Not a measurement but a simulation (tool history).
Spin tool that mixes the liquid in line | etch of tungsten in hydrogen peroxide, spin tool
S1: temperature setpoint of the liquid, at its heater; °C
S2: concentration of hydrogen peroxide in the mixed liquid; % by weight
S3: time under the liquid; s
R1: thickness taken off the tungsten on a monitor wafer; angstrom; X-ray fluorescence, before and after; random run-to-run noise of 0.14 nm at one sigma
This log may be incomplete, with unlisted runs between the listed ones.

Run 1, hour 0: S1 56 °C, S2 23 % by weight, S3 15 s. Result: R1 187.49 angstrom.
Run 2, hour 1.2: S1 57 °C, S2 23 % by weight, S3 15 s. Result: R1 199.05 angstrom.
Run 3, hour 9.6: S1 52 °C, S2 23 % by weight, S3 15 s. Result: R1 149.47 angstrom.
Run 4, hour 16.8: S1 52 °C, S2 27.5 % by weight, S3 15 s. Result: R1 161.89 angstrom.
Run 5, hour 21.3: S1 58 °C, S2 27.5 % by weight, S3 15 s. Result: R1 232.4 angstrom.
Run 6, hour 23.2: S1 58 °C, S2 27.5 % by weight, S3 15 s. Result: R1 229.5 angstrom.
Run 7, hour 31.2: S1 58.5 °C, S2 27.5 % by weight, S3 15 s. Result: R1 238.28 angstrom.
Run 8, hour 39.9: S1 59 °C, S2 27.5 % by weight, S3 15 s. Result: R1 245.82 angstrom.
Run 9, hour 46.6: S1 59.5 °C, S2 27.5 % by weight, S3 15 s. Result: R1 252.65 angstrom.
Run 10, hour 49.3: S1 60 °C, S2 27.5 % by weight, S3 15 s. Result: R1 259.5 angstrom.

What does the tool deliver on the next run?
Run 11, hour 51: S1 60.5 °C, S2 27.5 % by weight, S3 15 s. Result: R1 ?.

R1: 267.63 angstrom
